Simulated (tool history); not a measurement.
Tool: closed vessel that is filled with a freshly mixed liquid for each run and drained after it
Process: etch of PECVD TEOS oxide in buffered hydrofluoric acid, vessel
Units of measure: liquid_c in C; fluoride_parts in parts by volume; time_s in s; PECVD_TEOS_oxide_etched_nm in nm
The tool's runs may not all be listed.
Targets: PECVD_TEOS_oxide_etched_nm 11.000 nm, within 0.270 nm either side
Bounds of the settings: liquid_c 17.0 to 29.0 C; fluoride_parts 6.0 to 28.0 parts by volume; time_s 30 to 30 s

{"run": 1, "day": 0.0, "liquid_c": 21.0, "fluoride_parts": 17.0, "time_s": 30, "PECVD_TEOS_oxide_etched_nm": 20.351}
{"run": 2, "day": 0.217, "liquid_c": 21.0, "fluoride_parts": 18.5, "time_s": 30, "PECVD_TEOS_oxide_etched_nm": 18.88}
{"run": 3, "day": 0.508, "liquid_c": 21.0, "fluoride_parts": 16.0, "time_s": 30, "PECVD_TEOS_oxide_etched_nm": 21.778}
{"run": 4, "day": 0.542, "liquid_c": 21.0, "fluoride_parts": 14.0, "time_s": 30, "PECVD_TEOS_oxide_etched_nm": 24.756}
{"day": 0.629, "done": "hydrofluoric acid flow meter replaced"}
{"run": 5, "day": 0.629, "liquid_c": 21.0, "fluoride_parts": 18.5, "time_s": 30, "PECVD_TEOS_oxide_etched_nm": 16.711}
{"run": 6, "day": 0.871, "liquid_c": 20.5, "fluoride_parts": 19.0, "time_s": 30, "PECVD_TEOS_oxide_etched_nm": 15.963}
{"run": 7, "day": 0.904, "liquid_c": 20.0, "fluoride_parts": 19.0, "time_s": 30, "PECVD_TEOS_oxide_etched_nm": 15.673}
{"run": 8, "day": 1.1, "liquid_c": 19.5, "fluoride_parts": 19.0, "time_s": 30, "PECVD_TEOS_oxide_etched_nm": 15.093}
{"run": 9, "day": 1.433, "liquid_c": 19.0, "fluoride_parts": 19.5, "time_s": 30, "PECVD_TEOS_oxide_etched_nm": 14.318}
{"run": 10, "day": 1.742, "liquid_c": 18.5, "fluoride_parts": 20.0, "time_s": 30, "PECVD_TEOS_oxide_etched_nm": 13.693}
{"run": 11, "day": 2.008, "liquid_c": 18.5, "fluoride_parts": 20.5, "time_s": 30, "PECVD_TEOS_oxide_etched_nm": 13.317}
{"run": 12, "day": 2.2, "liquid_c": 18.5, "fluoride_parts": 21.0, "time_s": 30, "PECVD_TEOS_oxide_etched_nm": 13.26}
{"run": 13, "day": 2.483, "liquid_c": 18.5, "fluoride_parts": 21.5, "time_s": 30, "PECVD_TEOS_oxide_etched_nm": 12.924}

Pick the move, out of 4, that brings all results within their allowed miss; only one does.
{"run": "A", "day": 2.767, "liquid_c": 17.0, "fluoride_parts": 22.0, "time_s": 30, "PECVD_TEOS_oxide_etched_nm": "?"}
{"run": "B", "day": 2.767, "liquid_c": 17.0, "fluoride_parts": 21.5, "time_s": 30, "PECVD_TEOS_oxide_etched_nm": "?"}
{"run": "C", "day": 2.767, "liquid_c": 17.0, "fluoride_parts": 24.0, "time_s": 30, "PECVD_TEOS_oxide_etched_nm": "?"}
{"run": "D", "day": 2.767, "liquid_c": 18.0, "fluoride_parts": 22.5, "time_s": 30, "PECVD_TEOS_oxide_etched_nm": "?"}

move=A PECVD_TEOS_oxide_etched_nm=11.704
move=B PECVD_TEOS_oxide_etched_nm=11.891
move=C PECVD_TEOS_oxide_etched_nm=11.020
move=D PECVD_TEOS_oxide_etched_nm=12.201
A: closer than the last run, but not yet in spec
B: closer than the last run, but not yet in spec
C: each result inside its tolerance
D: closer than the last run, but not yet in spec
C is the move that brings every result within its allowed miss.
